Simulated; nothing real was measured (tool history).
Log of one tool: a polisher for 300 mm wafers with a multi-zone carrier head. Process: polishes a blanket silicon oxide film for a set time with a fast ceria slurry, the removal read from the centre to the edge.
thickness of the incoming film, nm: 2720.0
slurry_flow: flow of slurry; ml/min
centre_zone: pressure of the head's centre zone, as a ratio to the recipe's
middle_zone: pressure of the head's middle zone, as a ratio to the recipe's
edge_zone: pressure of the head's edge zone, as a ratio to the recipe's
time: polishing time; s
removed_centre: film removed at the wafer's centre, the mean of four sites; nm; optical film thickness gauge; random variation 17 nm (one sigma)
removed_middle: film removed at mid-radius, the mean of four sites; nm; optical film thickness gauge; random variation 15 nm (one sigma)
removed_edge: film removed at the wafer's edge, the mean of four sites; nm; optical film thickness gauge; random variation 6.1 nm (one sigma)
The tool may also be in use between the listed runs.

run 1 hour=0 | slurry_flow=185 centre_zone=1 middle_zone=1 edge_zone=1 time=62 | removed_centre=734.77 removed_middle=743.47 removed_edge=726.86
run 2 hour=2.5 | slurry_flow=185 centre_zone=1 middle_zone=1 edge_zone=1.06 time=62 | removed_centre=718.97 removed_middle=742.62 removed_edge=745.49
run 3 hour=4.5 | slurry_flow=185 centre_zone=1.06 middle_zone=1 edge_zone=1.06 time=62 | removed_centre=772.73 removed_middle=730.47 removed_edge=747.91
run 4 hour=10.1 | slurry_flow=200 centre_zone=1.09 middle_zone=1.02 edge_zone=1.08 time=67 | removed_centre=863.94 removed_middle=818.21 removed_edge=817.66
run 5 hour=13.6 | slurry_flow=200 centre_zone=1.09 middle_zone=1.02 edge_zone=1.08 time=57 | removed_centre=730.04 removed_middle=687.51 removed_edge=699.04
run 6 hour=19 | slurry_flow=170 centre_zone=1.09 middle_zone=1.02 edge_zone=1.08 time=57 | removed_centre=732.21 removed_middle=685.32 removed_edge=685.93

Forecast run 7:
run 7 hour=22.9 | slurry_flow=175 centre_zone=1.11 middle_zone=1.03 edge_zone=1.1 time=64 | removed_centre=? removed_middle=? removed_edge=?

removed_centre: 811.36 nm
removed_middle: 773.85 nm
removed_edge: 782.83 nm
